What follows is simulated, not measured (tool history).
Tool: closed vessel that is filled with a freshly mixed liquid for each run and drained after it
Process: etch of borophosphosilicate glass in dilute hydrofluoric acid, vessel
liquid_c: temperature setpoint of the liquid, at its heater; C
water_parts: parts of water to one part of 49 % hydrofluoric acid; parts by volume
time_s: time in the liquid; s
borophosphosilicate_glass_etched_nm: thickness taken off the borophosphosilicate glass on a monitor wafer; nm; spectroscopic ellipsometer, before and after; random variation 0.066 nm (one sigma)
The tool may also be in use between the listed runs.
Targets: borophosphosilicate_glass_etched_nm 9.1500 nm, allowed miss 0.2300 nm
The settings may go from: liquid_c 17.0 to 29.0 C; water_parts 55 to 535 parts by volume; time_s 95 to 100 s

| run | hour | liquid_c | water_parts | time_s | borophosphosilicate_glass_etched_nm |
|---|---|---|---|---|---|
| 1 | 0.0 | 21.0 | 295 | 95 | 11.2660 |
| 2 | 8.3 | 21.0 | 295 | 95 | 11.3330 |
| 3 | 13.9 | 20.0 | 300 | 95 | 10.7380 |
| 4 | 16.4 | 20.0 | 405 | 95 | 7.2236 |
| 5 | 19.0 | 21.5 | 405 | 95 | 7.5493 |
| 6 | 24.8 | 22.5 | 405 | 95 | 7.7713 |
| 7 | 32.8 | 23.5 | 405 | 95 | 8.0633 |
| 8 | 38.6 | 27.5 | 400 | 95 | 9.3326 |

Which of these 5 next moves meets every target?
| A | 44.4 | 28.0 | 415 | 100 | ? |
| B | 44.4 | 26.0 | 395 | 100 | ? |
| C | 44.4 | 29.0 | 455 | 100 | ? |
| D | 44.4 | 26.0 | 390 | 100 | ? |
| E | 44.4 | 29.0 | 420 | 95 | ? |

| move | borophosphosilicate_glass_etched_nm |
|---|---|
| A | 9.5249 |
| B | 9.5764 |
| C | 8.6223 |
| D | 9.7446 |
| E | 9.1745 |
A: further off than the last run
B: further off than the last run
C: takes the result that was furthest off past its target
D: further off than the last run
E: meets every target
Answer: E

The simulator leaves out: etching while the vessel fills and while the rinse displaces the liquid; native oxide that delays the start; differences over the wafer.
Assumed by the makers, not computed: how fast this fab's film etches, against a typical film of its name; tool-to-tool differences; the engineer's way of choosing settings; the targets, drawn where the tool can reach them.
